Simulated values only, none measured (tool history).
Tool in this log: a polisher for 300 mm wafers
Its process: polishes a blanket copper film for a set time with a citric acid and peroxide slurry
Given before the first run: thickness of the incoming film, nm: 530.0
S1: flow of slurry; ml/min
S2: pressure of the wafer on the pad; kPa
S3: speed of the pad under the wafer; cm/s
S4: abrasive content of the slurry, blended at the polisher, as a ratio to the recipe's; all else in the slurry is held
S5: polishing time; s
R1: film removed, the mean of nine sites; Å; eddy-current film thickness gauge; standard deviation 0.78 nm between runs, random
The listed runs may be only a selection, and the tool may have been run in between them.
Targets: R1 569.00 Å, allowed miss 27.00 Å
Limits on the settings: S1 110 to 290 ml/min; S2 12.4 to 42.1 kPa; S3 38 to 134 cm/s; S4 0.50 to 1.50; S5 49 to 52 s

{"run": 1, "hour": 0.0, "S1": 185, "S2": 26.9, "S3": 86, "S4": 1.0, "S5": 49, "R1": 1129.3}
{"run": 2, "hour": 4.4, "S1": 185, "S2": 25.5, "S3": 84, "S4": 1.0, "S5": 49, "R1": 1015.5}
{"run": 3, "hour": 9.4, "S1": 185, "S2": 25.5, "S3": 106, "S4": 1.0, "S5": 49, "R1": 1301.7}
{"run": 4, "hour": 13.6, "S1": 185, "S2": 25.5, "S3": 86, "S4": 1.0, "S5": 49, "R1": 1084.4}
{"run": 5, "hour": 18.5, "S1": 185, "S2": 25.5, "S3": 86, "S4": 1.0, "S5": 49, "R1": 1019.3}
{"run": 6, "hour": 24.5, "S1": 185, "S2": 25.5, "S3": 86, "S4": 0.9, "S5": 49, "R1": 1025.1}
{"run": 7, "hour": 33.0, "S1": 185, "S2": 24.1, "S3": 86, "S4": 0.9, "S5": 49, "R1": 988.89}
{"run": 8, "hour": 34.0, "S1": 185, "S2": 22.8, "S3": 84, "S4": 0.9, "S5": 49, "R1": 890.96}
{"run": 9, "hour": 40.0, "S1": 185, "S2": 21.4, "S3": 84, "S4": 0.9, "S5": 49, "R1": 837.71}
{"run": 10, "hour": 44.8, "S1": 185, "S2": 20.7, "S3": 84, "S4": 0.9, "S5": 49, "R1": 832.55}
{"hour": 46.3, "done": "slurry blender recalibrated"}
{"run": 11, "hour": 46.3, "S1": 185, "S2": 20.0, "S3": 84, "S4": 0.9, "S5": 49, "R1": 846.82}
{"run": 12, "hour": 51.3, "S1": 185, "S2": 19.3, "S3": 82, "S4": 0.9, "S5": 49, "R1": 810.62}
{"run": 13, "hour": 55.7, "S1": 185, "S2": 18.6, "S3": 80, "S4": 0.9, "S5": 49, "R1": 763.53}
{"run": 14, "hour": 56.8, "S1": 185, "S2": 17.9, "S3": 80, "S4": 0.9, "S5": 49, "R1": 749.51}

Consider the 5 candidate settings below. Which is the only one whose results all fall within their allowed miss of target?
{"run": "A", "hour": 57.9, "S1": 180, "S2": 18.6, "S3": 100, "S4": 0.85, "S5": 52, "R1": "?"}
{"run": "B", "hour": 57.9, "S1": 175, "S2": 15.2, "S3": 74, "S4": 0.85, "S5": 49, "R1": "?"}
{"run": "C", "hour": 57.9, "S1": 175, "S2": 15.9, "S3": 82, "S4": 0.9, "S5": 49, "R1": "?"}
{"run": "D", "hour": 57.9, "S1": 205, "S2": 15.2, "S3": 66, "S4": 0.8, "S5": 49, "R1": "?"}
{"run": "E", "hour": 57.9, "S1": 150, "S2": 16.5, "S3": 76, "S4": 0.85, "S5": 50, "R1": "?"}

move=A R1=992.90
move=B R1=574.33
move=C R1=668.98
move=D R1=520.98
move=E R1=634.46
A: the biggest miss grows against the last run
B: all results in spec
C: closes in on the targets versus the last run, not all within tolerance yet
D: pushes the last run's worst result past its target
E: closes in on the targets versus the last run, not all within tolerance yet
Correct choice: B, which meets every target

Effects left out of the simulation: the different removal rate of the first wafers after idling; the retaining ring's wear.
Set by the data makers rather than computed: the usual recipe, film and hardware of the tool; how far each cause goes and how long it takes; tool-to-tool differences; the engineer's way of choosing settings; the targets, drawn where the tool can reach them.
